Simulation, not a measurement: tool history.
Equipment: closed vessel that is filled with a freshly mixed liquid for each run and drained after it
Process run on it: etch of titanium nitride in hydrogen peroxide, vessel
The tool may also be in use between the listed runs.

run	day	temperature setpoint of the liquid (°C)	concentration of hydrogen peroxide in the mixed liquid (% by weight)	time in the liquid (s)	thickness taken off the titanium nitride on a monitor wafer (Å)
1	0	44	21.5	250	66.502
2	0.112	44	21.5	250	65.713
3	0.312	48	21.5	250	89.655
4	0.671	48	18	250	87.755
5	1	48.5	18	250	89.487
6	1.212	49	18	250	92.36

For run 7, what comes out?
7	1.55	49.5	18	250	?

Logged for run 7: thickness taken off the titanium nitride on a monitor wafer (Å) 97.728.
